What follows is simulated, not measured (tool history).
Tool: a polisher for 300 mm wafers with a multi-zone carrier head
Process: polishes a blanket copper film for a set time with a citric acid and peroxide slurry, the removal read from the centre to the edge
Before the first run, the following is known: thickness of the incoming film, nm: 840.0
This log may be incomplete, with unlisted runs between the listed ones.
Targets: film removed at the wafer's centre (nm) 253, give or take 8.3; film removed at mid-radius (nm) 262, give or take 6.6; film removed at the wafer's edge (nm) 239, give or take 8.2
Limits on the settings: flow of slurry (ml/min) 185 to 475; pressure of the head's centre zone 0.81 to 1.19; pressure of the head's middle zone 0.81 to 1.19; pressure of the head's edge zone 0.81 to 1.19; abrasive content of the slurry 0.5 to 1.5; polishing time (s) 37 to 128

run,hour,flow of slurry (ml/min),pressure of the head's centre zone,pressure of the head's middle zone,pressure of the head's edge zone,abrasive content of the slurry,polishing time (s),film removed at the wafer's centre (nm),film removed at mid-radius (nm),film removed at the wafer's edge (nm)
1,0,305,1,1,1,1,82,244.29,233.94,230.67
2,3.5,320,1,1.03,1.01,1,82,242.83,239.63,237.41
3,4.2,320,1,1.03,1.01,1,72,217.25,213.52,207.32
4,6.3,320,1,1.03,1.01,1.2,72,224.88,223.66,219.17
5,10.6,320,1,1.03,1.01,1.35,72,234.42,229.13,222.54
6,16.2,320,1,1.03,1.09,1.35,72,232.83,231.12,231.37
7,22.1,335,1.02,1.06,1.09,1.35,72,239.94,236.88,236.62
# hour 23.5: centre zone pressure recalibrated
8,23.5,335,1.02,1.06,1.09,1.35,72,229.89,237.17,232.52
9,27.8,335,1.05,1.08,1.08,1.4,72,235.91,245.8,235.9

Consider the 5 candidate settings below. Which is the only one whose results all fall within their allowed miss of target?
A,32.1,295,1.03,1.07,1.1,1.45,79,?,?,?
B,32.1,340,0.97,1.09,1.15,1.35,78,?,?,?
C,32.1,310,1.01,1.13,1.11,1.5,79,?,?,?
D,32.1,365,0.97,1.08,1.05,1.3,84,?,?,?
E,32.1,290,1.06,1.09,0.95,1.35,79,?,?,?

move,film removed at the wafer's centre (nm),film removed at mid-radius (nm),film removed at the wafer's edge (nm)
A,250.8,264.31,261.13
B,231.89,263.41,259.73
C,249.92,281.25,265.56
D,248.64,280.1,268.22
E,252.24,262.39,241.52
A: brings the last run's worst result on target, with another outside its allowed miss
B: brings the last run's worst result on target, with another outside its allowed miss
C: moves the result that the last run missed by most past its target, out the other side
D: moves the result that the last run missed by most past its target, out the other side
E: each result inside its tolerance
Correct choice: E, which meets every target
